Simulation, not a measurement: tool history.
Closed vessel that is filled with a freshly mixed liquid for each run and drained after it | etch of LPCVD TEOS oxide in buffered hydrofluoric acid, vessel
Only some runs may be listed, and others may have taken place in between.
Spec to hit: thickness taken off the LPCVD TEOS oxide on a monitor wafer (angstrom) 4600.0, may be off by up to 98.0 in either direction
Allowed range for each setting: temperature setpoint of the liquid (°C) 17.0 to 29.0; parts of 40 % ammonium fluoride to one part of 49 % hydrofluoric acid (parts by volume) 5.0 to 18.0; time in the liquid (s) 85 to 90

run,hour,temperature setpoint of the liquid (°C),parts of 40 % ammonium fluoride to one part of 49 % hydrofluoric acid (parts by volume),time in the liquid (s),thickness taken off the LPCVD TEOS oxide on a monitor wafer (angstrom)
1,0.0,21.0,11.0,85,1842.7
2,5.6,21.0,12.5,85,1651.9
3,7.8,21.0,12.5,85,1637.8
4,8.7,22.5,11.0,85,2001.8
5,13.3,22.5,11.0,90,2124.1
6,19.0,22.5,14.0,90,1695.9
7,23.5,23.5,12.5,90,1981.2
8,26.7,24.5,11.0,90,2373.3
9,29.1,25.5,10.0,90,2734.7
10,36.5,26.0,9.5,90,2957.5
# hour 42.3: thermometer replaced
11,42.3,26.5,9.0,90,3522.3

4 next moves are on the table. One of them brings every result within its allowed miss. Which?
A,48.1,27.5,7.0,85,?
B,48.1,25.0,6.0,90,?
C,48.1,29.0,7.5,90,?
D,48.1,26.0,8.0,90,?

move,thickness taken off the LPCVD TEOS oxide on a monitor wafer (angstrom)
A,4673.8
B,4945.9
C,4973.8
D,3954.1
A: every result within its allowed miss
B: takes the result that was furthest off past its target
C: takes the result that was furthest off past its target
D: nearer than the last run, and not there yet
Answer: A
